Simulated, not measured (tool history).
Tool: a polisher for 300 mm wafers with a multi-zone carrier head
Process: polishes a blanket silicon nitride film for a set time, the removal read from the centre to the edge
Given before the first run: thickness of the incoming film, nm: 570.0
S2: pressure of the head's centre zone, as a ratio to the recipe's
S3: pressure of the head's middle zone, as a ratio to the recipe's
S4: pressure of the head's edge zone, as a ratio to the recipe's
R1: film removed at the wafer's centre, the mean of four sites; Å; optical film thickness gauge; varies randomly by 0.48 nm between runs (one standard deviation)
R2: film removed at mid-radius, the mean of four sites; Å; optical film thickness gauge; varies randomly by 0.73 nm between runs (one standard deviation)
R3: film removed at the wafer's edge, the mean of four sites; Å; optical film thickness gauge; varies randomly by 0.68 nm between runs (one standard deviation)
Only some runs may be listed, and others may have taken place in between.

run 1 day=0 | flow_of_slurry_(ml/min)=235 S2=1 S3=1 S4=1 polishing_time_(s)=47 | R1=1067.9 R2=1093.8 R3=1122.6
run 2 day=0.221 | flow_of_slurry_(ml/min)=235 S2=1 S3=1.06 S4=1 polishing_time_(s)=47 | R1=1065.7 R2=1160.7 R3=1112.3
run 3 day=0.45 | flow_of_slurry_(ml/min)=230 S2=0.99 S3=1.04 S4=0.99 polishing_time_(s)=45 | R1=1018.2 R2=1095.9 R3=1041.7
run 4 day=0.621 | flow_of_slurry_(ml/min)=225 S2=0.97 S3=1.02 S4=0.99 polishing_time_(s)=44 | R1=958.74 R2=1038.2 R3=1029.5
run 5 day=0.662 | flow_of_slurry_(ml/min)=220 S2=0.96 S3=1 S4=0.98 polishing_time_(s)=43 | R1=929.21 R2=1008.7 R3=996.01
run 6 day=0.792 | flow_of_slurry_(ml/min)=220 S2=0.95 S3=0.98 S4=0.98 polishing_time_(s)=42 | R1=896.29 R2=945.69 R3=973.61
run 7 day=1 | flow_of_slurry_(ml/min)=215 S2=0.94 S3=0.97 S4=0.97 polishing_time_(s)=41 | R1=861.33 R2=938.25 R3=958.14
run 8 day=1.033 | flow_of_slurry_(ml/min)=215 S2=0.94 S3=0.96 S4=0.97 polishing_time_(s)=40 | R1=840.68 R2=903.44 R3=927.66

Run 9 comes next. What will it give?
run 9 day=1.083 | flow_of_slurry_(ml/min)=215 S2=0.94 S3=0.95 S4=0.97 polishing_time_(s)=39 | R1=? R2=? R3=?

{"run 9": {"R1": 814.3, "R2": 883.31, "R3": 890.57}}
